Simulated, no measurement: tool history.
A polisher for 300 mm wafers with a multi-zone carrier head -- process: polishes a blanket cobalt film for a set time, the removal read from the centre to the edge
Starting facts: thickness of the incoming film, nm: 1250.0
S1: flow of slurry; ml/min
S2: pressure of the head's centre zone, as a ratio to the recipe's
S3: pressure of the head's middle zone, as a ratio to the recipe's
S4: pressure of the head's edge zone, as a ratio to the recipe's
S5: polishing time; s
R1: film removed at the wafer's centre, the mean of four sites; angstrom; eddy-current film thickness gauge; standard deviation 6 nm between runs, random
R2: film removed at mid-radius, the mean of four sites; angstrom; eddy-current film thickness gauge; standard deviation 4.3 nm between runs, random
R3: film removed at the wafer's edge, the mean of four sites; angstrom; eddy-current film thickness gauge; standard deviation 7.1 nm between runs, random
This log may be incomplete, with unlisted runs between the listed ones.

Run 1, day 0.000: S1 160 ml/min, S2 1.00, S3 1.00, S4 1.00, S5 59 s. Result: R1 4289.2 angstrom, R2 4108.0 angstrom, R3 4441.4 angstrom.
Run 2, day 0.104: S1 160 ml/min, S2 0.96, S3 1.00, S4 1.00, S5 59 s. Result: R1 4015.6 angstrom, R2 4095.0 angstrom, R3 4342.0 angstrom.
Run 3, day 0.300: S1 160 ml/min, S2 0.96, S3 1.00, S4 1.00, S5 48 s. Result: R1 3274.9 angstrom, R2 3316.9 angstrom, R3 3512.6 angstrom.
Run 4, day 0.629: S1 160 ml/min, S2 0.96, S3 1.00, S4 0.92, S5 48 s. Result: R1 3236.6 angstrom, R2 3358.3 angstrom, R3 3412.2 angstrom.
Run 5, day 0.717: S1 190 ml/min, S2 0.96, S3 1.00, S4 0.92, S5 48 s. Result: R1 3348.1 angstrom, R2 3354.2 angstrom, R3 3443.7 angstrom.
Run 6, day 0.846: S1 185 ml/min, S2 0.95, S3 1.03, S4 0.91, S5 51 s. Result: R1 3628.8 angstrom, R2 3616.7 angstrom, R3 3560.3 angstrom.
Run 7, day 1.100: S1 170 ml/min, S2 0.93, S3 1.05, S4 0.92, S5 54 s. Result: R1 3613.1 angstrom, R2 3948.0 angstrom, R3 3709.2 angstrom.
At day 1.388: edge zone pressure recalibrated.
Run 8, day 1.388: S1 165 ml/min, S2 0.92, S3 1.06, S4 0.94, S5 56 s. Result: R1 3668.3 angstrom, R2 4098.1 angstrom, R3 3880.4 angstrom.
Run 9, day 1.646: S1 165 ml/min, S2 0.92, S3 1.06, S4 0.94, S5 56 s. Result: R1 3708.9 angstrom, R2 4078.6 angstrom, R3 3839.6 angstrom.
Run 10, day 1.792: S1 160 ml/min, S2 0.91, S3 1.07, S4 0.95, S5 58 s. Result: R1 3783.0 angstrom, R2 4200.9 angstrom, R3 4056.0 angstrom.
Run 11, day 2.092: S1 155 ml/min, S2 0.90, S3 1.09, S4 0.94, S5 60 s. Result: R1 3849.2 angstrom, R2 4457.5 angstrom, R3 4081.3 angstrom.

Run 12 has not been measured yet. What should we expect?
Run 12, day 2.325: S1 155 ml/min, S2 0.89, S3 1.10, S4 0.95, S5 62 s. Result: R1 ?, R2 ?, R3 ?.

{"run 12": {"R1": 3797.8, "R2": 4622.4, "R3": 4216.0}}
